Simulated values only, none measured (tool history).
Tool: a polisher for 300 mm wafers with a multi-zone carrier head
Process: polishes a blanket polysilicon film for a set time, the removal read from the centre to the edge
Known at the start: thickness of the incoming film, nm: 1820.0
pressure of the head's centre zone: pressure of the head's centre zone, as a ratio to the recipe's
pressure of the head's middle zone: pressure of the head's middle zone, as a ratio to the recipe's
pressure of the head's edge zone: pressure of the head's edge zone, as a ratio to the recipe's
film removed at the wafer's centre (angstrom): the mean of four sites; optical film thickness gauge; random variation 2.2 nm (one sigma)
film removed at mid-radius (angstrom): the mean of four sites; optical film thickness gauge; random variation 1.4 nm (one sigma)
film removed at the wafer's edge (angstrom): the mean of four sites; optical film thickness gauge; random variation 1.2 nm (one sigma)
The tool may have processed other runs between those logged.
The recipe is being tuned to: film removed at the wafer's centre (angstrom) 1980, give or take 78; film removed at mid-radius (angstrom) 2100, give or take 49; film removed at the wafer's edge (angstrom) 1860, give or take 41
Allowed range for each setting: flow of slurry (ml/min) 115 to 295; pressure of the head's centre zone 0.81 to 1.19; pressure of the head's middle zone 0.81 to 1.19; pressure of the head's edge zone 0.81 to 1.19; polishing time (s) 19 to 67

| run | hour | flow of slurry (ml/min) | pressure of the head's centre zone | pressure of the head's middle zone | pressure of the head's edge zone | polishing time (s) | film removed at the wafer's centre (angstrom) | film removed at mid-radius (angstrom) | film removed at the wafer's edge (angstrom) |
|---|---|---|---|---|---|---|---|---|---|
| 1 | 0 | 190 | 1 | 1 | 1 | 43 | 2175.2 | 2229.4 | 2319.2 |
| 2 | 4.8 | 190 | 1 | 1 | 0.95 | 43 | 2198.6 | 2241.4 | 2271.3 |
| 3 | 6.8 | 190 | 0.95 | 1 | 0.95 | 43 | 2055.3 | 2245.6 | 2265 |
| 4 | 7.7 | 155 | 0.95 | 1 | 0.95 | 43 | 2023.8 | 2168.4 | 2201.4 |
| 5 | 12.3 | 150 | 0.96 | 1.02 | 0.92 | 42 | 1937.3 | 2121.6 | 2097.9 |
| 6 | 17.1 | 150 | 0.96 | 0.98 | 0.92 | 42 | 1965.2 | 2047.6 | 2132.9 |
| 7 | 20.2 | 150 | 0.96 | 0.98 | 0.92 | 42 | 1984.3 | 2071.1 | 2103.4 |
| 8 | 24.9 | 145 | 0.98 | 1.01 | 0.89 | 42 | 1965.9 | 2072.4 | 2082.4 |
| 9 | 26.7 | 145 | 1.02 | 1.05 | 0.87 | 41 | 1950.2 | 2103.1 | 2006.7 |
| 10 | 30.5 | 140 | 1.05 | 1.07 | 0.85 | 41 | 2045.6 | 2109.9 | 1981.2 |
| 11 | 38.5 | 135 | 1.06 | 1.08 | 0.84 | 41 | 2056.5 | 2103.5 | 1962.7 |
| 12 | 43.9 | 135 | 1.06 | 1.09 | 0.83 | 41 | 2039.9 | 2138.6 | 1939 |
| 13 | 52 | 130 | 1.06 | 1.09 | 0.82 | 41 | 2015.8 | 2134.9 | 1933 |
| 14 | 57.3 | 130 | 1.06 | 1.1 | 0.82 | 41 | 2037.6 | 2136.8 | 1940.9 |
| 15 | 64.3 | 130 | 1.06 | 1.11 | 0.82 | 41 | 1992.8 | 2143.6 | 1915.7 |
|  | 65.2 | slurry nozzle cleaned |
| 16 | 65.2 | 130 | 1.06 | 1.11 | 0.82 | 41 | 2241.7 | 2368.4 | 2047.8 |
| 17 | 68.3 | 135 | 1.03 | 1.08 | 0.82 | 36 | 1903.9 | 2011.3 | 1788.4 |
| 18 | 69.9 | 140 | 1.03 | 1.08 | 0.82 | 36 | 1940.9 | 2048.5 | 1823.5 |

Exactly one of the 4 candidate moves below puts every result within its allowed miss. Which one?
| A | 71.5 | 130 | 1.08 | 1.1 | 0.83 | 35 | ? | ? | ? |
| B | 71.5 | 195 | 0.98 | 1.04 | 0.81 | 36 | ? | ? | ? |
| C | 71.5 | 120 | 1.03 | 1.02 | 0.87 | 36 | ? | ? | ? |
| D | 71.5 | 145 | 1.02 | 1.09 | 0.81 | 35 | ? | ? | ? |

| move | film removed at the wafer's centre (angstrom) | film removed at mid-radius (angstrom) | film removed at the wafer's edge (angstrom) |
|---|---|---|---|
| A | 1951.1 | 2031.4 | 1763.4 |
| B | 1970.8 | 2110.1 | 1869.8 |
| C | 1901.5 | 1939.6 | 1837.8 |
| D | 1895.1 | 2049.6 | 1765.4 |
A: lands further from the targets than the last run did
B: every result within its allowed miss
C: lands further from the targets than the last run did
D: lands further from the targets than the last run did
The move that meets every target is B.

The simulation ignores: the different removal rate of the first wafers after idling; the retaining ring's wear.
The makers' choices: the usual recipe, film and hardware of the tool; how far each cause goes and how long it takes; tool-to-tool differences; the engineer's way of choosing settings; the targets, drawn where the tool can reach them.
